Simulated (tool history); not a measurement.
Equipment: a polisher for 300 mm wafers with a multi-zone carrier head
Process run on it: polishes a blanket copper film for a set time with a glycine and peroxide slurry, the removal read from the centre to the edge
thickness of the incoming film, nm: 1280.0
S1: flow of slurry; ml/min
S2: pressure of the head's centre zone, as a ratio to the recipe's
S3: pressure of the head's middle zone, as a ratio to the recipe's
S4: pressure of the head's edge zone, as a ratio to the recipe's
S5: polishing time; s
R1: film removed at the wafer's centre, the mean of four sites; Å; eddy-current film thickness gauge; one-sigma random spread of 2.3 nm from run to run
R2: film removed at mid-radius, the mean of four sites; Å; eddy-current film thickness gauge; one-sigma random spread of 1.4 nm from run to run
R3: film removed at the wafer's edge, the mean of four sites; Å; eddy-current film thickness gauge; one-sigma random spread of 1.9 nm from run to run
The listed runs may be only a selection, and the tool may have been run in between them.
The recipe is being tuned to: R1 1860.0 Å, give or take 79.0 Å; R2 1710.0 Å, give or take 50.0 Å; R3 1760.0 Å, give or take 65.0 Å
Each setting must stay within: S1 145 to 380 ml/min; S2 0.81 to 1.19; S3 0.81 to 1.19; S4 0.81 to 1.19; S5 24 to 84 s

run 1 day=0.000 | S1=245 S2=1.00 S3=1.00 S4=1.00 S5=54 | R1=2472.1 R2=2535.9 R3=2495.6
run 2 day=0.358 | S1=275 S2=1.00 S3=1.00 S4=1.00 S5=54 | R1=2585.9 R2=2598.3 R3=2482.0
run 3 day=0.629 | S1=275 S2=0.99 S3=0.97 S4=0.98 S5=51 | R1=2348.2 R2=2369.4 R3=2321.3
run 4 day=1.004 | S1=275 S2=1.02 S3=0.97 S4=0.98 S5=51 | R1=2404.1 R2=2355.2 R3=2318.1
run 5 day=1.158 | S1=275 S2=0.96 S3=0.97 S4=0.98 S5=51 | R1=2363.1 R2=2374.0 R3=2347.5
run 6 day=1.300 | S1=270 S2=0.97 S3=0.95 S4=0.95 S5=49 | R1=2271.3 R2=2261.3 R3=2201.2
run 7 day=1.550 | S1=265 S2=0.97 S3=0.93 S4=0.93 S5=47 | R1=2190.4 R2=2122.2 R3=2103.8
run 8 day=1.642 | S1=260 S2=0.96 S3=0.92 S4=0.92 S5=46 | R1=2126.3 R2=2028.5 R3=1995.0
run 9 day=1.746 | S1=250 S2=0.94 S3=0.90 S4=0.91 S5=46 | R1=2041.0 R2=1983.4 R3=1990.8
run 10 day=1.971 | S1=240 S2=0.94 S3=0.89 S4=0.89 S5=46 | R1=2002.6 R2=2000.9 R3=2008.8
run 11 day=2.129 | S1=240 S2=0.94 S3=0.88 S4=0.88 S5=45 | R1=2003.8 R2=1909.1 R3=1947.2
run 12 day=2.483 | S1=240 S2=0.94 S3=0.87 S4=0.87 S5=44 | R1=1978.2 R2=1842.9 R3=1870.9
run 13 day=2.608 | S1=235 S2=0.94 S3=0.86 S4=0.86 S5=44 | R1=1966.2 R2=1828.0 R3=1885.6
run 14 day=2.792 | S1=235 S2=0.94 S3=0.86 S4=0.85 S5=44 | R1=1969.5 R2=1824.7 R3=1889.0
run 15 day=2.825 | S1=235 S2=0.94 S3=0.86 S4=0.85 S5=43 | R1=1947.9 R2=1774.9 R3=1830.4
run 16 day=2.983 | S1=230 S2=0.94 S3=0.86 S4=0.84 S5=43 | R1=1893.2 R2=1793.8 R3=1811.2
run 17 day=3.117 | S1=225 S2=0.94 S3=0.85 S4=0.84 S5=43 | R1=1881.2 R2=1782.3 R3=1825.5

Which single option among these 4 for the next run brings every result within its allowed miss of target? Just one does.
run A day=3.250 | S1=150 S2=1.01 S3=0.89 S4=0.87 S5=43 | R1=? R2=? R3=?
run B day=3.250 | S1=145 S2=0.84 S3=0.82 S4=0.95 S5=46 | R1=? R2=? R3=?
run C day=3.250 | S1=170 S2=0.85 S3=0.88 S4=0.88 S5=42 | R1=? R2=? R3=?
run D day=3.250 | S1=175 S2=0.88 S3=0.81 S4=0.89 S5=47 | R1=? R2=? R3=?

move=A R1=1887.8 R2=1702.5 R3=1766.2
move=B R1=1774.7 R2=1704.3 R3=1957.5
move=C R1=1686.9 R2=1687.0 R3=1762.2
move=D R1=1940.0 R2=1784.6 R3=1990.4
A: every result within its allowed miss
B: the worst result of the last run now meets its target, but another is out of spec
C: the worst result of the last run now meets its target, but another is out of spec
D: moves away from the targets compared with the last run
Move A is the one to make.

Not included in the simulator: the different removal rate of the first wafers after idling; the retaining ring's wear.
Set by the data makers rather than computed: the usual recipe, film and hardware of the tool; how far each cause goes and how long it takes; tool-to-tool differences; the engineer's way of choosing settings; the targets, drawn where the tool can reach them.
